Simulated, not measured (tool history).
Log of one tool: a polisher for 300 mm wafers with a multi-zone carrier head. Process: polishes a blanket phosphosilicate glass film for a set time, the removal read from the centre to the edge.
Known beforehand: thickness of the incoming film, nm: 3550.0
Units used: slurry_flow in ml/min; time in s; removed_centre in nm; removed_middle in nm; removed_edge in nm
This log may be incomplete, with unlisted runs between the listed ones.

run 1 hour=0.0 | slurry_flow=320 centre_zone=1.00 middle_zone=1.00 edge_zone=1.00 slurry_solids=1.00 time=34 | removed_centre=279.34 removed_middle=277.62 removed_edge=283.60
run 2 hour=5.9 | slurry_flow=320 centre_zone=1.01 middle_zone=0.96 edge_zone=0.99 slurry_solids=0.95 time=34 | removed_centre=277.63 removed_middle=263.24 removed_edge=277.67
run 3 hour=10.3 | slurry_flow=320 centre_zone=1.02 middle_zone=0.93 edge_zone=0.98 slurry_solids=0.90 time=34 | removed_centre=275.93 removed_middle=249.94 removed_edge=262.89
run 4 hour=13.0 | slurry_flow=315 centre_zone=1.02 middle_zone=0.90 edge_zone=0.99 slurry_solids=0.90 time=34 | removed_centre=276.24 removed_middle=245.14 removed_edge=268.26
run 5 hour=15.7 | slurry_flow=315 centre_zone=1.02 middle_zone=0.90 edge_zone=0.90 slurry_solids=0.90 time=34 | removed_centre=276.72 removed_middle=243.63 removed_edge=256.84
run 6 hour=24.3 | slurry_flow=315 centre_zone=1.02 middle_zone=0.90 edge_zone=0.90 slurry_solids=0.90 time=38 | removed_centre=308.55 removed_middle=271.45 removed_edge=290.23

What does the tool deliver on the next run?
run 7 hour=29.8 | slurry_flow=305 centre_zone=0.98 middle_zone=0.81 edge_zone=0.89 slurry_solids=0.65 time=38 | removed_centre=? removed_middle=? removed_edge=?

removed_centre: 248.39 nm
removed_middle: 217.74 nm
removed_edge: 243.05 nm
